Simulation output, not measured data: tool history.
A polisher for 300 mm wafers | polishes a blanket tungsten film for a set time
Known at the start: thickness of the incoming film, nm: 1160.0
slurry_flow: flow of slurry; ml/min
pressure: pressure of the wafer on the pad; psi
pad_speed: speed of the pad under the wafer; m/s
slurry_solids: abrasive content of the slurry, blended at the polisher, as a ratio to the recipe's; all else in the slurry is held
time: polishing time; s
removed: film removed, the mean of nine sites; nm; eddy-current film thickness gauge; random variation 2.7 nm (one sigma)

run 1 hour=0 | slurry_flow=265 pressure=2.6 pad_speed=1.42 slurry_solids=1 time=91 | removed=397.47
run 2 hour=2.3 | slurry_flow=265 pressure=2.2 pad_speed=1.32 slurry_solids=1 time=91 | removed=321.88
run 3 hour=5.7 | slurry_flow=265 pressure=2.2 pad_speed=1.32 slurry_solids=1.2 time=91 | removed=337.27
run 4 hour=9.6 | slurry_flow=265 pressure=2.2 pad_speed=1.32 slurry_solids=1.3 time=91 | removed=339.53
run 5 hour=15.1 | slurry_flow=210 pressure=2.2 pad_speed=1.32 slurry_solids=1.3 time=91 | removed=332.27
run 6 hour=22 | slurry_flow=210 pressure=2.2 pad_speed=1.1 slurry_solids=1.3 time=91 | removed=280.19

The next listed run, before its measurement:
run 7 hour=27.6 | slurry_flow=210 pressure=1.9 pad_speed=1.06 slurry_solids=1.3 time=91 | removed=?

Run 7 gave removed 241.08 nm.

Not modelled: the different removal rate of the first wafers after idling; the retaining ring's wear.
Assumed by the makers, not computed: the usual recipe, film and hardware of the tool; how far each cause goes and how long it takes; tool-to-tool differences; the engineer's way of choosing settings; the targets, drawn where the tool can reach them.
